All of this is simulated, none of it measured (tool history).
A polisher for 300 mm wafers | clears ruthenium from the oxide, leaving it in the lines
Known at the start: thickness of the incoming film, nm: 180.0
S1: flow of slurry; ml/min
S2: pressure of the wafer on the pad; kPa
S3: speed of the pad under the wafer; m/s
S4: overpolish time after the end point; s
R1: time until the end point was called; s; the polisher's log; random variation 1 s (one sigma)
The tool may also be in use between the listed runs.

run,hour,S1,S2,S3,S4,R1
1,0,150,15.9,1.12,3,127.07
2,8.6,150,15.9,1.12,3,128.44
3,17,185,15.9,1.12,3,121.92
4,19.4,185,16.5,1.12,3,118.46
5,21,185,17.2,1.12,3,115.26
6,24.3,185,17.2,1.02,3,127.04
7,29,185,17.9,1.02,3,121.01
8,31.4,185,18.6,1.02,3,118.58
9,37.1,185,19.3,1.02,3,115.93
10,40.8,185,20,1.02,3,109.71

The next listed run, before its measurement:
11,48.8,185,20.7,1.02,3,?

Run 11 gave R1 105.64 s.
